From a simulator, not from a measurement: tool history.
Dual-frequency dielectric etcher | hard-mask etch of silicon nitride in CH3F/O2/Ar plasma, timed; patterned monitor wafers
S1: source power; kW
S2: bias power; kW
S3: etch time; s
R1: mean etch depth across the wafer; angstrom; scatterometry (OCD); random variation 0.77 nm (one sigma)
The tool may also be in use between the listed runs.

run	day	S1	S2	S3	R1
1	0.000	0.530	0.089	133.5	992.23
2	0.071	0.530	0.089	133.5	1011.00
3	0.179	0.530	0.104	133.5	1053.30
4	0.308	0.530	0.104	121.0	954.38
5	0.629	0.600	0.104	121.0	1005.60
6	0.667	0.620	0.108	124.0	1066.30
7	0.804	0.640	0.109	124.5	1080.70
8	1.096	0.660	0.110	125.0	1117.90
9	1.208	0.660	0.110	125.0	1101.40

Forecast run 10:
10	1.350	0.670	0.111	125.0	?

R1: 1115.90 angstrom
